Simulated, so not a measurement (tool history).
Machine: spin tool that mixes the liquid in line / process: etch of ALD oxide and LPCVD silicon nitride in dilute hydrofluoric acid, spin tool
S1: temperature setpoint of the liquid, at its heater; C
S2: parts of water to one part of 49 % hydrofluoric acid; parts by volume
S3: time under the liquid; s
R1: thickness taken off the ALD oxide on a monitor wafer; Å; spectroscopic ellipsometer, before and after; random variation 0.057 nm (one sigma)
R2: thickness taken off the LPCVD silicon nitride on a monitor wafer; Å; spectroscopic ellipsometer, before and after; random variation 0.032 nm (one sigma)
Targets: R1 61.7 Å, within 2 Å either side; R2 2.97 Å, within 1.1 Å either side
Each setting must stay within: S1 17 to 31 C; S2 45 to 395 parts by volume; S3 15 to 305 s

| run | hour | S1 | S2 | S3 | R1 | R2 |
|---|---|---|---|---|---|---|
| 1 | 0 | 23 | 220 | 155 | 70.726 | 3.2978 |
| 2 | 4.2 | 23 | 220 | 180 | 81.157 | 3.1787 |
| 3 | 8.7 | 23 | 220 | 220 | 102.18 | 5.1481 |
| 4 | 17.4 | 21.5 | 235 | 220 | 88.081 | 3.8162 |
| 5 | 20.3 | 24 | 235 | 220 | 96.699 | 4.1755 |
| 6 | 25.3 | 22 | 245 | 220 | 84.884 | 4.182 |
| 7 | 29.1 | 21 | 250 | 220 | 78.853 | 3.995 |
| 8 | 34.6 | 20 | 255 | 220 | 73.668 | 3.131 |
| 9 | 38.4 | 19.5 | 260 | 220 | 72.592 | 3.3349 |
| 10 | 39.5 | 19 | 265 | 220 | 68.495 | 2.6097 |
| 11 | 42.8 | 19.5 | 275 | 220 | 66.57 | 3.2499 |
| 12 | 43.9 | 19 | 275 | 220 | 65.152 | 2.4638 |
| 13 | 45.6 | 19.5 | 280 | 220 | 65.143 | 2.5451 |
| 14 | 52.5 | 19 | 280 | 220 | 63.793 | 2.9762 |

Exactly one of the 5 candidate moves below puts every result within its allowed miss. Which one?
| A | 59.4 | 22 | 285 | 195 | ? | ? |
| B | 59.4 | 17 | 280 | 250 | ? | ? |
| C | 59.4 | 20 | 270 | 205 | ? | ? |
| D | 59.4 | 19.5 | 295 | 240 | ? | ? |
| E | 59.4 | 19 | 280 | 200 | ? | ? |

| move | R1 | R2 |
|---|---|---|
| A | 62.415 | 2.7407 |
| B | 67.968 | 2.593 |
| C | 65.289 | 2.6756 |
| D | 67.147 | 2.785 |
| E | 58.645 | 2.3633 |
A: each result inside its tolerance
B: lands further from the targets than the last run did
C: lands further from the targets than the last run did
D: lands further from the targets than the last run did
E: carries the result that was furthest off beyond its target, to the other side
A meets every target.
